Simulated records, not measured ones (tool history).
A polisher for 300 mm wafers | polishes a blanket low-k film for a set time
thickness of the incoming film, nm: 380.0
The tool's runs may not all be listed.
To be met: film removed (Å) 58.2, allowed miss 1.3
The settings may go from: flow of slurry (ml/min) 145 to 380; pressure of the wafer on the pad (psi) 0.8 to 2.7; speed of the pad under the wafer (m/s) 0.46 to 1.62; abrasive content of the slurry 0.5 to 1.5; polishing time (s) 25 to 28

| run | day | flow of slurry (ml/min) | pressure of the wafer on the pad (psi) | speed of the pad under the wafer (m/s) | abrasive content of the slurry | polishing time (s) | film removed (Å) |
|---|---|---|---|---|---|---|---|
| 1 | 0 | 245 | 1.7 | 1.04 | 1 | 28 | 93.311 |
| 2 | 0.062 | 240 | 1.5 | 1.04 | 1 | 28 | 87.143 |
| 3 | 0.233 | 240 | 1.3 | 1 | 1 | 28 | 77.194 |
| 4 | 0.529 | 240 | 1.2 | 0.98 | 1 | 28 | 72.958 |
| 5 | 0.558 | 240 | 1.1 | 0.96 | 1 | 28 | 68.559 |
| 6 | 0.929 | 240 | 1 | 0.96 | 1 | 28 | 64.675 |
| 7 | 1.192 | 235 | 0.9 | 0.96 | 1 | 28 | 62.683 |
| 8 | 1.412 | 235 | 0.9 | 0.96 | 1 | 28 | 62.318 |

4 next moves are on the table. One of them brings every result within its allowed miss. Which?
| A | 1.633 | 230 | 0.9 | 0.98 | 1.1 | 28 | ? |
| B | 1.633 | 230 | 0.8 | 1.2 | 1.1 | 25 | ? |
| C | 1.633 | 245 | 1.1 | 0.8 | 1.2 | 28 | ? |
| D | 1.633 | 235 | 1.1 | 0.94 | 0.85 | 26 | ? |

| move | film removed (Å) |
|---|---|
| A | 65.629 |
| B | 65.514 |
| C | 63.775 |
| D | 58.719 |
A: further off than the last run
B: further off than the last run
C: further off than the last run
D: meets every target
Move D is the one to make.

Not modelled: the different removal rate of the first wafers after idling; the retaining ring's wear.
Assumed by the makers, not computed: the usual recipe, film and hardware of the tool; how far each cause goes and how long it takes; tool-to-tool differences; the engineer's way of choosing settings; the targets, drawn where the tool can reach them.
